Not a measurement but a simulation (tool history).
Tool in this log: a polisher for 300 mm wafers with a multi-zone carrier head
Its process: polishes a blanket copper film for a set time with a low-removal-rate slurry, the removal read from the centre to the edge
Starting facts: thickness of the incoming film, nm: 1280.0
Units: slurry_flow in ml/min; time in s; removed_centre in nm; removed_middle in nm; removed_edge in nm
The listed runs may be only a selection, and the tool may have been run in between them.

{"run": 1, "hour": 0.0, "slurry_flow": 245, "centre_zone": 1.0, "middle_zone": 1.0, "edge_zone": 1.0, "slurry_solids": 1.0, "time": 35, "removed_centre": 83.604, "removed_middle": 82.273, "removed_edge": 82.614}
{"run": 2, "hour": 9.0, "slurry_flow": 195, "centre_zone": 1.0, "middle_zone": 1.0, "edge_zone": 1.0, "slurry_solids": 1.0, "time": 35, "removed_centre": 78.994, "removed_middle": 80.894, "removed_edge": 81.849}
{"run": 3, "hour": 11.2, "slurry_flow": 195, "centre_zone": 1.0, "middle_zone": 0.96, "edge_zone": 1.0, "slurry_solids": 1.0, "time": 35, "removed_centre": 79.959, "removed_middle": 77.36, "removed_edge": 81.781}
{"run": 4, "hour": 15.4, "slurry_flow": 195, "centre_zone": 1.0, "middle_zone": 0.96, "edge_zone": 0.94, "slurry_solids": 1.0, "time": 35, "removed_centre": 80.187, "removed_middle": 77.049, "removed_edge": 78.48}
{"run": 5, "hour": 22.9, "slurry_flow": 190, "centre_zone": 0.99, "middle_zone": 0.93, "edge_zone": 0.96, "slurry_solids": 0.9, "time": 33, "removed_centre": 74.446, "removed_middle": 68.554, "removed_edge": 72.626}
{"run": 6, "hour": 29.6, "slurry_flow": 190, "centre_zone": 0.99, "middle_zone": 0.93, "edge_zone": 0.96, "slurry_solids": 1.1, "time": 33, "removed_centre": 77.898, "removed_middle": 74.634, "removed_edge": 75.438}
{"hour": 32.4, "done": "worn pad replaced by a new one"}
{"run": 7, "hour": 32.4, "slurry_flow": 180, "centre_zone": 0.97, "middle_zone": 0.91, "edge_zone": 0.97, "slurry_solids": 1.0, "time": 32, "removed_centre": 78.678, "removed_middle": 74.784, "removed_edge": 79.511}
{"run": 8, "hour": 38.7, "slurry_flow": 175, "centre_zone": 0.98, "middle_zone": 0.91, "edge_zone": 1.0, "slurry_solids": 0.9, "time": 30, "removed_centre": 73.19, "removed_middle": 67.035, "removed_edge": 74.465}

The next listed run, before its measurement:
{"run": 9, "hour": 46.1, "slurry_flow": 170, "centre_zone": 0.96, "middle_zone": 0.89, "edge_zone": 1.0, "slurry_solids": 0.8, "time": 28, "removed_centre": "?", "removed_middle": "?", "removed_edge": "?"}

{"run 9": {"removed_centre": 63.346, "removed_middle": 60.076, "removed_edge": 67.167}}

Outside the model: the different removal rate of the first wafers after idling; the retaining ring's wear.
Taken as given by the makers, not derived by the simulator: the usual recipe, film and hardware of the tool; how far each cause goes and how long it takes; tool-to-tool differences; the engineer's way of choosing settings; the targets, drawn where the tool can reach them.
